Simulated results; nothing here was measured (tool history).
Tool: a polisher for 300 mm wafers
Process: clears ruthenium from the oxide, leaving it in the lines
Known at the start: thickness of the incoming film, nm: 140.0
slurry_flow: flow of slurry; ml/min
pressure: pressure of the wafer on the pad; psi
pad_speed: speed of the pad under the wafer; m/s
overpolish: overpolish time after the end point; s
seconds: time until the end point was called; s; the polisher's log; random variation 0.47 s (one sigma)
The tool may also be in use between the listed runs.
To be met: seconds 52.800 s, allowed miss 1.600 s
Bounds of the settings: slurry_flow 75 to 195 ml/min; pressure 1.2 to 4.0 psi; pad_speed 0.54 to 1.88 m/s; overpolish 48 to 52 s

run,hour,slurry_flow,pressure,pad_speed,overpolish,seconds
1,0.0,125,2.6,1.20,48,80.202
2,0.8,125,3.1,1.20,48,66.813
3,3.6,125,3.5,1.20,48,60.024
4,4.5,130,3.5,1.20,48,58.591
5,11.4,130,3.5,1.20,52,59.203
6,18.1,130,3.5,0.96,52,74.422
7,20.7,135,3.6,0.98,52,68.689
# hour 25.8: slurry nozzle cleaned
8,25.8,140,3.6,0.98,52,60.290
9,27.6,150,3.6,0.98,52,60.630
10,32.5,165,3.6,0.98,52,59.521
11,40.0,170,3.6,0.98,52,59.245

Which of these 5 next moves meets every target?
A,47.5,185,3.4,1.24,48,?
B,47.5,195,3.2,1.32,50,?
C,47.5,165,3.3,0.94,48,?
D,47.5,190,4.0,1.08,48,?
E,47.5,185,3.6,1.08,52,?

move,seconds
A,49.122
B,48.677
C,67.294
D,47.715
E,53.106
A: takes the result that was furthest off past its target
B: takes the result that was furthest off past its target
C: further off than the last run
D: takes the result that was furthest off past its target
E: meets every target
Move E is the one to make.
